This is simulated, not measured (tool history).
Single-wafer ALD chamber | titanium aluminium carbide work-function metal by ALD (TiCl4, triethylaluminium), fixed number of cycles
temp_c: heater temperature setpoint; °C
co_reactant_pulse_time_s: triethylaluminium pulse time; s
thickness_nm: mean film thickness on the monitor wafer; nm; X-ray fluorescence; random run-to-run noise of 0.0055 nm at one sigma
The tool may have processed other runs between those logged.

run,hour,temp_c,co_reactant_pulse_time_s,thickness_nm
1,0,275,12.11,1.7113
2,0.8,282,12.11,1.7673
3,2.4,275,11.33,1.6935
4,10.3,271,10.88,1.6588
5,18.2,282,10.88,1.7505
6,26.8,282,8.81,1.6752
7,35.4,279,8.44,1.6313
# hour 37.8: triethylaluminium bottle replaced
8,37.8,277,8.26,1.6744

Run 9, settings as shown, results not yet in. Your forecast:
9,42.8,273,7.3,?

thickness_nm: 1.6079 nm

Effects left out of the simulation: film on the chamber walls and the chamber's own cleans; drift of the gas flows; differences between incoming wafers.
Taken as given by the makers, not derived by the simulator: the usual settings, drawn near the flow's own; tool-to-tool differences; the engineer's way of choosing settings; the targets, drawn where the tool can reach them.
